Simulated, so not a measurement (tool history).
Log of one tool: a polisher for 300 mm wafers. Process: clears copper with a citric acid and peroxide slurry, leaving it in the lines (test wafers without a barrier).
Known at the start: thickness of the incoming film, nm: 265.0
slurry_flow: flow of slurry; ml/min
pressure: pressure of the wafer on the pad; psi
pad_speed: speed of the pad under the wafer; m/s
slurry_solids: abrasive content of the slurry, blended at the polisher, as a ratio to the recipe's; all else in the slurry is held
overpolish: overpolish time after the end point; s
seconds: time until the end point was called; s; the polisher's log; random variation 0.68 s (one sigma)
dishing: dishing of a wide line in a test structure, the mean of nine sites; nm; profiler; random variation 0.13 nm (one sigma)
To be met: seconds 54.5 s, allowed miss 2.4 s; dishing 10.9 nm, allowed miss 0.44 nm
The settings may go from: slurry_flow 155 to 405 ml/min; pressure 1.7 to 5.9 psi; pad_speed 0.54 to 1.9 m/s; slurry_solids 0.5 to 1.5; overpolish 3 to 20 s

Run 1, hour 0: slurry_flow 260 ml/min, pressure 3.8 psi, pad_speed 1.22 m/s, slurry_solids 1, overpolish 10 s. Result: seconds 67.741 s, dishing 17.842 nm.
Run 2, hour 2.8: slurry_flow 260 ml/min, pressure 3.8 psi, pad_speed 1.06 m/s, slurry_solids 1, overpolish 10 s. Result: seconds 78.233 s, dishing 16.628 nm.
Run 3, hour 10.6: slurry_flow 260 ml/min, pressure 3.1 psi, pad_speed 1.06 m/s, slurry_solids 1, overpolish 10 s. Result: seconds 94.83 s, dishing 14.46 nm.
Run 4, hour 15.6: slurry_flow 260 ml/min, pressure 3.1 psi, pad_speed 1.06 m/s, slurry_solids 1, overpolish 7 s. Result: seconds 95.327 s, dishing 11.035 nm.
Run 5, hour 17.2: slurry_flow 260 ml/min, pressure 2.7 psi, pad_speed 1.06 m/s, slurry_solids 1, overpolish 7 s. Result: seconds 107.49 s, dishing 10.028 nm.
Run 6, hour 18.4: slurry_flow 255 ml/min, pressure 2.8 psi, pad_speed 1.12 m/s, slurry_solids 1, overpolish 6 s. Result: seconds 99.741 s, dishing 9.5066 nm.
Run 7, hour 19.9: slurry_flow 250 ml/min, pressure 3 psi, pad_speed 1.16 m/s, slurry_solids 1, overpolish 6 s. Result: seconds 88.548 s, dishing 10.087 nm.
Run 8, hour 23.1: slurry_flow 250 ml/min, pressure 3 psi, pad_speed 1.16 m/s, slurry_solids 1, overpolish 6 s. Result: seconds 87.437 s, dishing 9.962 nm.
Run 9, hour 28.4: slurry_flow 245 ml/min, pressure 3.2 psi, pad_speed 1.18 m/s, slurry_solids 1, overpolish 6 s. Result: seconds 81.408 s, dishing 10.773 nm.
Run 10, hour 34.9: slurry_flow 315 ml/min, pressure 3.8 psi, pad_speed 1.42 m/s, slurry_solids 1.2, overpolish 3 s. Result: seconds 54.665 s, dishing 8.7271 nm.
Run 11, hour 35.9: slurry_flow 310 ml/min, pressure 3.8 psi, pad_speed 1.42 m/s, slurry_solids 1.15, overpolish 3 s. Result: seconds 55.613 s, dishing 8.3202 nm.
Run 12, hour 36.4: slurry_flow 300 ml/min, pressure 3.8 psi, pad_speed 1.42 m/s, slurry_solids 1.15, overpolish 3 s. Result: seconds 55.45 s, dishing 8.487 nm.
Run 13, hour 44.8: slurry_flow 295 ml/min, pressure 3.9 psi, pad_speed 1.42 m/s, slurry_solids 1.15, overpolish 8 s. Result: seconds 54.294 s, dishing 17.765 nm.
Run 14, hour 47.3: slurry_flow 300 ml/min, pressure 4 psi, pad_speed 1.4 m/s, slurry_solids 1.1, overpolish 8 s. Result: seconds 54.118 s, dishing 17.699 nm.
Run 15, hour 55.2: slurry_flow 300 ml/min, pressure 4.1 psi, pad_speed 1.38 m/s, slurry_solids 1.15, overpolish 8 s. Result: seconds 52.708 s, dishing 17.945 nm.
Run 16, hour 64: slurry_flow 300 ml/min, pressure 3.1 psi, pad_speed 1.42 m/s, slurry_solids 1.4, overpolish 3 s. Result: seconds 63.225 s, dishing 7.376 nm.
Run 17, hour 72.9: slurry_flow 300 ml/min, pressure 3.2 psi, pad_speed 1.42 m/s, slurry_solids 1.35, overpolish 3 s. Result: seconds 63.738 s, dishing 7.6365 nm.
Run 18, hour 75.9: slurry_flow 300 ml/min, pressure 3.3 psi, pad_speed 1.42 m/s, slurry_solids 1.3, overpolish 3 s. Result: seconds 61.753 s, dishing 7.6628 nm.
Run 19, hour 78.8: slurry_flow 305 ml/min, pressure 3.8 psi, pad_speed 1.44 m/s, slurry_solids 1.35, overpolish 8 s. Result: seconds 52.792 s, dishing 17.831 nm.

Which of these 4 next moves meets every target?
Run A, hour 81.7: slurry_flow 305 ml/min, pressure 3.5 psi, pad_speed 1.54 m/s, slurry_solids 1.35, overpolish 6 s. Result: seconds ?, dishing ?.
Run B, hour 81.7: slurry_flow 300 ml/min, pressure 3.6 psi, pad_speed 1.48 m/s, slurry_solids 1.2, overpolish 6 s. Result: seconds ?, dishing ?.
Run C, hour 81.7: slurry_flow 325 ml/min, pressure 3.9 psi, pad_speed 1.36 m/s, slurry_solids 1.35, overpolish 4 s. Result: seconds ?, dishing ?.
Run D, hour 81.7: slurry_flow 300 ml/min, pressure 4 psi, pad_speed 1.46 m/s, slurry_solids 1.5, overpolish 6 s. Result: seconds ?, dishing ?.

move  seconds  dishing
   A   52.424   14.994
   B   54.375   14.629
   C   52.961   11.057
   D    47.54   16.046
A: nearer than the last run, and not there yet
B: nearer than the last run, and not there yet
C: meets every target
D: nearer than the last run, and not there yet
Move C is the one to make.
